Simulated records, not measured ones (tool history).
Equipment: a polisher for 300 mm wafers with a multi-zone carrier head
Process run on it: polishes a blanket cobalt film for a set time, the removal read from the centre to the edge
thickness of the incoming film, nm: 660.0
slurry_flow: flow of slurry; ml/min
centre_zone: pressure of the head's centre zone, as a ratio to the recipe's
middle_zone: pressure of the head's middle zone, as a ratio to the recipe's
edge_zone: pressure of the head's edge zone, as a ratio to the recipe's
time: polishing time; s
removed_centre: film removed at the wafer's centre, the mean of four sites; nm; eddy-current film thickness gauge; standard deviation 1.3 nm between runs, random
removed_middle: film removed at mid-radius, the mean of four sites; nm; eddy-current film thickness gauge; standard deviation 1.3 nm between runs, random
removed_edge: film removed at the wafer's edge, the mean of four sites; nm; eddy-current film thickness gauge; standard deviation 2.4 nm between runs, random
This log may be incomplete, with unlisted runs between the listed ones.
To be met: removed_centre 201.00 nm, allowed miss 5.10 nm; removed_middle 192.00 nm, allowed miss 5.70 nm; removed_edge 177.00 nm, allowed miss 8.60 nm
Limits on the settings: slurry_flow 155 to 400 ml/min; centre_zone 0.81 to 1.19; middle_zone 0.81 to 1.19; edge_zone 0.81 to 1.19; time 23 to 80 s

run,day,slurry_flow,centre_zone,middle_zone,edge_zone,time,removed_centre,removed_middle,removed_edge
1,0.000,255,1.00,1.00,1.00,51,218.15,223.29,229.40
2,0.233,255,1.00,1.00,1.00,46,196.63,200.70,202.60
3,0.608,255,1.07,1.00,1.00,46,212.03,199.90,209.00
4,0.862,255,1.07,1.00,0.92,46,209.01,200.01,199.67
5,1.221,255,1.07,1.00,0.92,58,265.93,250.01,249.15
6,1.325,265,1.07,1.00,0.90,55,255.78,237.72,238.51
7,1.604,250,1.08,1.01,0.88,53,244.23,228.41,224.70
8,1.838,250,1.08,1.01,0.88,53,246.17,230.49,225.06
9,1.975,240,1.08,1.01,0.87,51,236.91,221.56,210.58
10,2.188,225,1.06,0.99,0.86,50,225.17,213.55,209.38
11,2.554,285,1.07,1.03,0.84,41,190.83,182.65,168.13
12,2.804,285,1.08,1.04,0.85,41,192.53,185.07,172.11
13,2.854,285,1.09,1.05,0.85,41,192.65,184.85,175.80
14,2.904,290,1.09,1.05,0.84,41,193.76,186.38,173.06

Which one of the following 4 next-run settings gets every result inside its allowed miss? There is exactly one.
A,2.954,315,1.09,1.04,0.85,42,?,?,?
B,2.954,305,1.04,1.03,0.97,42,?,?,?
C,2.954,320,1.17,1.10,0.81,39,?,?,?
D,2.954,285,1.03,1.01,0.99,41,?,?,?

move,removed_centre,removed_middle,removed_edge
A,201.05,191.93,179.01
B,191.19,190.03,189.49
C,200.85,186.28,162.89
D,183.62,181.69,185.96
A: hits every target within its allowed miss
B: further off than the last run
C: brings the result that was furthest off to its target, and leaves another outside
D: further off than the last run
So the answer is move A, the one that meets all the targets.
